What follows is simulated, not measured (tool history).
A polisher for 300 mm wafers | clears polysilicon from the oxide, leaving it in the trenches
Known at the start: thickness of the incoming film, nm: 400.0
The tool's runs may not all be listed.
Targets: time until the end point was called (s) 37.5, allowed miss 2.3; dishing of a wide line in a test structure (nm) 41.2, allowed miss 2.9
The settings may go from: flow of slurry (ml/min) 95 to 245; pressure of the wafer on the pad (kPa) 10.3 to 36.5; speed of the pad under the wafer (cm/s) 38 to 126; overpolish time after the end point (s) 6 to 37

run	hour	flow of slurry (ml/min)	pressure of the wafer on the pad (kPa)	speed of the pad under the wafer (cm/s)	overpolish time after the end point (s)	time until the end point was called (s)	dishing of a wide line in a test structure (nm)
1	0	155	23.4	82	19	22.529	57.72
2	4.6	155	22.1	82	17	23.684	55.658
3	10	155	20.7	82	16	24.844	55.863
4	13.1	155	25.5	82	16	20.117	56.923
5	19.6	155	23.4	82	15	22.854	57.322
6	23.7	155	28.3	82	15	19.585	56.925
7	24.4	155	26.2	82	14	20.8	55.763
8	28.1	155	24.1	82	13	22.659	54.441
9	29.7	155	22.1	82	12	23.598	53.672
10	37.5	155	20.7	82	11	25.641	52.937
11	44	160	13.8	94	6	29.361	39.779
12	49.5	160	13.1	92	6	31.287	38.761
13	57.3	160	13.1	90	7	32.526	42.336
14	65.7	160	12.4	90	7	32.906	41.471

Which of these 5 next moves meets every target?
A	74.1	205	11.7	96	8	?	?
B	74.1	145	14.5	110	6	?	?
C	74.1	160	15.2	96	6	?	?
D	74.1	200	15.9	64	8	?	?
E	74.1	160	10.3	118	6	?	?

move	time until the end point was called (s)	dishing of a wide line in a test structure (nm)
A	31.368	45.105
B	24.913	43.995
C	26.967	42.416
D	37.269	41.685
E	29.079	40.871
A: further off than the last run
B: further off than the last run
C: further off than the last run
D: meets every target
E: further off than the last run
Answer: D

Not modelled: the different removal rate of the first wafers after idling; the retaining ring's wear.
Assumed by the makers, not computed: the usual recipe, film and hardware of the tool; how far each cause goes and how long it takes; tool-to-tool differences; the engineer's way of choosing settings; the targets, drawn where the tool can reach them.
